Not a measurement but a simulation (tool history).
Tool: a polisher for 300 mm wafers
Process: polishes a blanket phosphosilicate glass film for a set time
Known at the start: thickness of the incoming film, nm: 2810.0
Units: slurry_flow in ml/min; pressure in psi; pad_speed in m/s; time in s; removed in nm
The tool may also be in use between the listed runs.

run  hour  slurry_flow  pressure  pad_speed  slurry_solids  time  removed
  1   0.0          195       2.9       0.88            1.0    46   364.62
  2   5.8          205       3.4       0.88            1.0    46   425.42
  3  12.4          205       3.4       0.80            1.0    46   393.12
  4  19.8          210       3.8       0.84            1.0    46   463.69
  5  28.2          215       4.0       0.88            1.0    46   495.73
  6  33.2          215       4.0       0.88            1.1    46   520.68

Run 7 comes next. What will it give?
  7  38.0          215       4.2       0.90            1.1    46        ?

Run 7 gave removed 551.99 nm.
